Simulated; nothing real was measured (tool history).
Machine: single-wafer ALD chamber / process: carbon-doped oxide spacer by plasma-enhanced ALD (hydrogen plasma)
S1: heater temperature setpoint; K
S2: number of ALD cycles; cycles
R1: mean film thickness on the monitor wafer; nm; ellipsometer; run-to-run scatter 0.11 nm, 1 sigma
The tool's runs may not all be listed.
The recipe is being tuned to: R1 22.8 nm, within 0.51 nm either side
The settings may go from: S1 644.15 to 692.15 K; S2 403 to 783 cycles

{"run": 1, "day": 0.0, "S1": 668.15, "S2": 593, "R1": 29.365}
{"run": 2, "day": 0.312, "S1": 668.15, "S2": 572, "R1": 28.355}
{"run": 3, "day": 0.621, "S1": 675.15, "S2": 572, "R1": 28.343}
{"run": 4, "day": 0.8, "S1": 675.15, "S2": 554, "R1": 27.623}
{"run": 5, "day": 1.121, "S1": 680.15, "S2": 554, "R1": 27.407}
{"run": 6, "day": 1.154, "S1": 680.15, "S2": 538, "R1": 26.364}
{"run": 7, "day": 1.475, "S1": 680.15, "S2": 538, "R1": 26.64}
{"run": 8, "day": 1.533, "S1": 680.15, "S2": 525, "R1": 25.695}
{"run": 9, "day": 1.775, "S1": 680.15, "S2": 525, "R1": 25.701}
{"run": 10, "day": 1.983, "S1": 680.15, "S2": 517, "R1": 25.371}
{"run": 11, "day": 2.067, "S1": 680.15, "S2": 509, "R1": 24.922}
{"run": 12, "day": 2.35, "S1": 680.15, "S2": 447, "R1": 21.948}
{"run": 13, "day": 2.708, "S1": 680.15, "S2": 450, "R1": 22.149}
{"run": 14, "day": 2.733, "S1": 680.15, "S2": 452, "R1": 22.072}
{"run": 15, "day": 2.796, "S1": 680.15, "S2": 452, "R1": 22.283}

Pick the move, out of 5, that brings all results within their allowed miss; only one does.
{"run": "A", "day": 2.858, "S1": 687.15, "S2": 444, "R1": "?"}
{"run": "B", "day": 2.858, "S1": 684.15, "S2": 469, "R1": "?"}
{"run": "C", "day": 2.858, "S1": 686.15, "S2": 447, "R1": "?"}
{"run": "D", "day": 2.858, "S1": 682.15, "S2": 439, "R1": "?"}
{"run": "E", "day": 2.858, "S1": 686.15, "S2": 440, "R1": "?"}

move=A R1=21.425
move=B R1=22.826
move=C R1=21.631
move=D R1=21.487
move=E R1=21.293
A: its largest miss is bigger than the last run's
B: every result lands within tolerance
C: its largest miss is bigger than the last run's
D: its largest miss is bigger than the last run's
E: its largest miss is bigger than the last run's
The right move is B.

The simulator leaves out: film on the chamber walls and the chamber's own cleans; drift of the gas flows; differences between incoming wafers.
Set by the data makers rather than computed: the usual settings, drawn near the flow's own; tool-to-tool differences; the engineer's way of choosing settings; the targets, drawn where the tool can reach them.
